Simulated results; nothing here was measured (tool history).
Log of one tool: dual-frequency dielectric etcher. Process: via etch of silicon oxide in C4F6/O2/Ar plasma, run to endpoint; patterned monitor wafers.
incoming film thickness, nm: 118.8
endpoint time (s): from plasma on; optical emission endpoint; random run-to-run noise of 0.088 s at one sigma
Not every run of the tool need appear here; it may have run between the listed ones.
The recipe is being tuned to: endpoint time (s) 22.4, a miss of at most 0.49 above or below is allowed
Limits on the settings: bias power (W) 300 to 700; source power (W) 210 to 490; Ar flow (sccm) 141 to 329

{"run": 1, "hour": 0.0, "bias power (W)": 500, "source power (W)": 350, "Ar flow (sccm)": 235, "endpoint time (s)": 24.514}
{"run": 2, "hour": 7.1, "bias power (W)": 458, "source power (W)": 350, "Ar flow (sccm)": 235, "endpoint time (s)": 25.249}
{"run": 3, "hour": 15.0, "bias power (W)": 458, "source power (W)": 380, "Ar flow (sccm)": 235, "endpoint time (s)": 24.567}
{"run": 4, "hour": 20.4, "bias power (W)": 458, "source power (W)": 350, "Ar flow (sccm)": 235, "endpoint time (s)": 25.28}
{"run": 5, "hour": 25.0, "bias power (W)": 499, "source power (W)": 360, "Ar flow (sccm)": 234, "endpoint time (s)": 24.567}
{"run": 6, "hour": 33.4, "bias power (W)": 499, "source power (W)": 360, "Ar flow (sccm)": 204, "endpoint time (s)": 23.977}
{"run": 7, "hour": 42.1, "bias power (W)": 523, "source power (W)": 370, "Ar flow (sccm)": 203, "endpoint time (s)": 23.333}
{"run": 8, "hour": 51.0, "bias power (W)": 537, "source power (W)": 370, "Ar flow (sccm)": 203, "endpoint time (s)": 23.201}
{"run": 9, "hour": 52.6, "bias power (W)": 550, "source power (W)": 370, "Ar flow (sccm)": 203, "endpoint time (s)": 22.979}

Which of these 5 next moves meets every target?
{"run": "A", "hour": 54.2, "bias power (W)": 588, "source power (W)": 320, "Ar flow (sccm)": 236, "endpoint time (s)": "?"}
{"run": "B", "hour": 54.2, "bias power (W)": 506, "source power (W)": 400, "Ar flow (sccm)": 178, "endpoint time (s)": "?"}
{"run": "C", "hour": 54.2, "bias power (W)": 629, "source power (W)": 310, "Ar flow (sccm)": 194, "endpoint time (s)": "?"}
{"run": "D", "hour": 54.2, "bias power (W)": 571, "source power (W)": 340, "Ar flow (sccm)": 206, "endpoint time (s)": "?"}
{"run": "E", "hour": 54.2, "bias power (W)": 625, "source power (W)": 280, "Ar flow (sccm)": 170, "endpoint time (s)": "?"}

move=A endpoint_time_(s)=24.277
move=B endpoint_time_(s)=22.566
move=C endpoint_time_(s)=23.38
move=D endpoint_time_(s)=23.533
move=E endpoint_time_(s)=23.842
A: moves away from the targets compared with the last run
B: every result lands within tolerance
C: moves away from the targets compared with the last run
D: moves away from the targets compared with the last run
E: moves away from the targets compared with the last run
Correct choice: B, which meets every target

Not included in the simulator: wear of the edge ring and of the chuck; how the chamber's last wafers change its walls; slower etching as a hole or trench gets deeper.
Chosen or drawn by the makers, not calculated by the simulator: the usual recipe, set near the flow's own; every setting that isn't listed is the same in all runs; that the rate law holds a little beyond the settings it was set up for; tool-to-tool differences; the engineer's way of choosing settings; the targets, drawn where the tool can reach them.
